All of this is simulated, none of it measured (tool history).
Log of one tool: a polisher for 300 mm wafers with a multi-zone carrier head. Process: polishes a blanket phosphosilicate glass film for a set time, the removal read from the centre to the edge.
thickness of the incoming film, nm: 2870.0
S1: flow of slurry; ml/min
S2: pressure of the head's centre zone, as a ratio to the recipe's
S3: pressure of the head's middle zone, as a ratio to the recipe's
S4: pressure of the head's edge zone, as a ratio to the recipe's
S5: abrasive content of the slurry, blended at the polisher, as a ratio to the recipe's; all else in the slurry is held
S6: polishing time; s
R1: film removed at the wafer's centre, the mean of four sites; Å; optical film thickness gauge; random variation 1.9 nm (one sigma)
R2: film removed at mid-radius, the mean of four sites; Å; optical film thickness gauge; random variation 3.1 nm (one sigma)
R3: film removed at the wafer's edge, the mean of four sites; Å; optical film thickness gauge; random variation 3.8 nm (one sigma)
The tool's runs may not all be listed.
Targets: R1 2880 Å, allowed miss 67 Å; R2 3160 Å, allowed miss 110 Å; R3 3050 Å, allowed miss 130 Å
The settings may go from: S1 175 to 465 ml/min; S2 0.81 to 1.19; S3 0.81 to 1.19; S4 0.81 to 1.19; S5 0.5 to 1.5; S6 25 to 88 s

| run | day | S1 | S2 | S3 | S4 | S5 | S6 | R1 | R2 | R3 |
|---|---|---|---|---|---|---|---|---|---|---|
| 1 | 0 | 295 | 1 | 1 | 1 | 1 | 56 | 5108.6 | 4992 | 5064.3 |
| 2 | 0.317 | 295 | 1 | 1 | 0.96 | 1 | 56 | 5108.3 | 5007.4 | 5039.8 |
| 3 | 0.667 | 295 | 0.97 | 1.01 | 0.93 | 0.85 | 51 | 4063.7 | 4182.7 | 4078.8 |
| 4 | 0.808 | 295 | 0.97 | 1.01 | 0.88 | 0.85 | 51 | 4078.5 | 4148.3 | 3906 |
| 5 | 0.942 | 335 | 0.97 | 1.01 | 0.88 | 0.85 | 51 | 4184.6 | 4231.6 | 4015.5 |
| 6 | 1.017 | 305 | 0.93 | 0.99 | 0.86 | 0.75 | 51 | 3604.2 | 3728.4 | 3527.1 |
| 7 | 1.088 | 275 | 0.89 | 0.97 | 0.85 | 0.75 | 51 | 3389.6 | 3641.9 | 3463.1 |
| 8 | 1.196 | 245 | 0.83 | 0.91 | 0.81 | 0.5 | 51 | 2082.3 | 2260.9 | 2239.5 |
| 9 | 1.375 | 300 | 0.86 | 0.95 | 0.86 | 0.5 | 50 | 2150.3 | 2346.7 | 2321.6 |
| 10 | 1.738 | 370 | 0.96 | 1.05 | 0.96 | 0.75 | 50 | 3719.3 | 3947.5 | 3691.4 |
| 11 | 2.092 | 370 | 0.91 | 1.01 | 0.92 | 0.75 | 50 | 3493.7 | 3762.1 | 3572.8 |
| 12 | 2.242 | 315 | 0.81 | 0.92 | 0.82 | 0.6 | 50 | 2530.4 | 2798.1 | 2788.2 |
| 13 | 2.483 | 350 | 0.82 | 0.93 | 0.82 | 0.6 | 50 | 2585.4 | 2894.4 | 2785.8 |
| 14 | 2.6 | 380 | 0.83 | 0.93 | 0.83 | 0.6 | 50 | 2606.3 | 2880.7 | 2808.9 |
| 15 | 2.846 | 395 | 0.84 | 0.94 | 0.85 | 0.6 | 50 | 2666.3 | 2949.8 | 2874.2 |
| 16 | 3.196 | 410 | 0.85 | 0.95 | 0.86 | 0.6 | 50 | 2718.4 | 2961.3 | 2888.2 |
| 17 | 3.4 | 415 | 0.88 | 1.01 | 0.93 | 0.65 | 50 | 3039.6 | 3399.4 | 3249.3 |

Which of these 4 next moves meets every target?
| A | 3.604 | 465 | 0.89 | 1.01 | 0.94 | 0.5 | 62 | ? | ? | ? |
| B | 3.604 | 405 | 0.9 | 1.11 | 0.83 | 0.65 | 50 | ? | ? | ? |
| C | 3.604 | 455 | 0.81 | 0.99 | 1.01 | 0.6 | 55 | ? | ? | ? |
| D | 3.604 | 460 | 0.9 | 1.06 | 0.99 | 0.65 | 51 | ? | ? | ? |

| move | R1 | R2 | R3 |
|---|---|---|---|
| A | 2860.3 | 3171.5 | 3097.3 |
| B | 3073.4 | 3646 | 3112.6 |
| C | 2835 | 3402.4 | 3496.6 |
| D | 3163.2 | 3608.3 | 3468.6 |
A: meets every target
B: further off than the last run
C: brings the result that was furthest off to its target, and leaves another outside
D: further off than the last run
Move A is the one to make.

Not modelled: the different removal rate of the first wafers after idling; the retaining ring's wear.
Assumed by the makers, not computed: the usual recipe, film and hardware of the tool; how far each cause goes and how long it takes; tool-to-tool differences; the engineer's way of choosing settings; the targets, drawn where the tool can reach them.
